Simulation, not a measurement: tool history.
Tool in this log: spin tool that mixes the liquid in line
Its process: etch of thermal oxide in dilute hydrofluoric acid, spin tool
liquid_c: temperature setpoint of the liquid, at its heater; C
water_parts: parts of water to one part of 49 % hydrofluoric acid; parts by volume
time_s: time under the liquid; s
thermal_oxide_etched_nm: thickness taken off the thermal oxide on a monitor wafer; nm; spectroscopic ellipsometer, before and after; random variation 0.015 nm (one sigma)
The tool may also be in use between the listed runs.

run	day	liquid_c	water_parts	time_s	thermal_oxide_etched_nm
1	0.000	24.0	110	75	3.2637
2	0.188	24.0	95	75	3.8402
3	0.254	24.0	95	75	3.8646
4	0.458	24.0	65	75	5.8533
5	0.800	21.0	65	75	5.2238
6	1.162	21.0	65	75	5.1396
7	1.267	20.5	70	75	4.6417

Estimate the outcome of run 8 from the log above:
8	1.633	20.5	70	75	?

Logged for run 8: thermal_oxide_etched_nm 4.6589 nm.

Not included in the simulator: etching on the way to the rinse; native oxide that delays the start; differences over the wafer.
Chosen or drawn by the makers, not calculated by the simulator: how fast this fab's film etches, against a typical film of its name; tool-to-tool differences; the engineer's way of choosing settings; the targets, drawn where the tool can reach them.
